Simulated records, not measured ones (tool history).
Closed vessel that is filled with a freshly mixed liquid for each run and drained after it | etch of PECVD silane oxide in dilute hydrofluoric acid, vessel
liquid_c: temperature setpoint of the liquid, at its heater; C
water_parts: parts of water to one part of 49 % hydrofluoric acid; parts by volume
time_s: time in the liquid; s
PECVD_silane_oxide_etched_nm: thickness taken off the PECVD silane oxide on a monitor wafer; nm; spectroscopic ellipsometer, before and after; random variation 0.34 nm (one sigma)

run  hour  liquid_c  water_parts  time_s  PECVD_silane_oxide_etched_nm
  1     0        24          170     530                        52.653
  2   3.4        23          170     530                        50.396
  3    12        23          130     530                        69.923
  4  15.9        23          130     565                        73.957
  5  19.4      21.5          140     565                        63.524
  6  22.9      21.5           95     565                        99.593
  7  26.7      20.5          115     565                        75.828
  8    34      19.5          125     565                        67.875
  9  35.6        17          185     565                        38.614
 10    38      17.5          185     565                        39.552

Run 11 comes next. What will it give?
 11  44.6        18          185     565                             ?

PECVD_silane_oxide_etched_nm: 40.056 nm
